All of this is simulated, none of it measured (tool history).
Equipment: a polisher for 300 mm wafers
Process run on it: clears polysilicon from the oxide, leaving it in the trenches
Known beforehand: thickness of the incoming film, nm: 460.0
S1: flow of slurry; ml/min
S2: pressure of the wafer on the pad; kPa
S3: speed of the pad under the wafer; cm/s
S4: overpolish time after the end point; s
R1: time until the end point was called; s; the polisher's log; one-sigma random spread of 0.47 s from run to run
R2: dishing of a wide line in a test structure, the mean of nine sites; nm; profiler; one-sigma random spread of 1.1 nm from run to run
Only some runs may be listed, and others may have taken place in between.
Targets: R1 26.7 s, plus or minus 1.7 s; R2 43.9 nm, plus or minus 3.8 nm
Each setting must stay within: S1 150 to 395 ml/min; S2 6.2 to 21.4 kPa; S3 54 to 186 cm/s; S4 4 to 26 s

run,hour,S1,S2,S3,S4,R1,R2
1,0,250,13.8,118,13,35.629,43.687
2,1,250,13.8,118,8,34.342,40.838
3,3.7,310,13.8,118,8,34.222,39.936
4,11,310,11.7,118,8,39.737,40.285
5,18,310,9,118,8,48.365,35.662
6,23.8,310,10.3,120,8,42.901,38.039
7,27.8,310,11.7,122,8,39.432,39.528
8,33.9,310,13.1,124,8,34.387,41.097
9,39.6,310,13.8,126,8,32.518,43.573
10,42.4,310,13.8,126,8,32.115,43.243
11,47.7,310,14.5,126,7,31.014,39.259
12,52.5,310,15.2,126,8,29.408,41.592

Exactly one of the 4 candidate moves below puts every result within its allowed miss. Which one?
A,57.3,320,15.9,108,10,?,?
B,57.3,305,16.5,126,10,?,?
C,57.3,295,15.9,118,7,?,?
D,57.3,270,16.5,96,9,?,?

move,R1,R2
A,32.66,42.583
B,27.179,43.357
C,30.203,40.613
D,35.797,41.296
A: lands further from the targets than the last run did
B: hits every target within its allowed miss
C: lands further from the targets than the last run did
D: lands further from the targets than the last run did
So the answer is move B, the one that meets all the targets.

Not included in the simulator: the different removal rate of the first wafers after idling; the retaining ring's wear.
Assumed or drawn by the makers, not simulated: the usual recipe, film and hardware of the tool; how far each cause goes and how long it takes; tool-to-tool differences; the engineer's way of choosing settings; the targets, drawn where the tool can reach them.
